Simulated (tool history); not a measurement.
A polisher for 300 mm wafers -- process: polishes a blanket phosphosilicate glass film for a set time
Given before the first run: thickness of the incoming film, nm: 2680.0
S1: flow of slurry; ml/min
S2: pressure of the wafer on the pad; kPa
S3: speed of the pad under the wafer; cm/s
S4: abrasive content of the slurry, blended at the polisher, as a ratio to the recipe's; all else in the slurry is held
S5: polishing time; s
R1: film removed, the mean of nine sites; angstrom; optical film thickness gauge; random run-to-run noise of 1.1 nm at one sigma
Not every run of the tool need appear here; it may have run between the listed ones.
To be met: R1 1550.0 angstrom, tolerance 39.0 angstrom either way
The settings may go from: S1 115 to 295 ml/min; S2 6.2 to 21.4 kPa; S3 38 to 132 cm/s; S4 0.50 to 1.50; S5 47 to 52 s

run,hour,S1,S2,S3,S4,S5,R1
1,0.0,190,13.8,84,1.00,52,2018.1
2,2.4,190,13.8,84,1.20,52,2203.7
3,4.7,190,13.1,84,1.20,52,2140.5
4,10.4,190,12.4,84,1.20,52,2029.4
5,17.5,190,11.7,84,1.20,52,1978.8
6,18.7,190,11.7,84,1.20,52,1957.1
7,21.9,190,11.0,84,1.20,52,1854.5
8,24.7,175,9.7,84,1.20,52,1703.1

Which of these 4 next moves meets every target?
A,27.5,180,8.3,92,1.10,50,?
B,27.5,170,6.9,102,1.20,49,?
C,27.5,220,7.6,94,1.15,50,?
D,27.5,115,10.3,78,1.30,50,?

move,R1
A,1482.7
B,1438.9
C,1491.0
D,1555.2
A: pushes the last run's worst result past its target
B: pushes the last run's worst result past its target
C: pushes the last run's worst result past its target
D: in spec on every target
So the answer is move D, the one that meets all the targets.
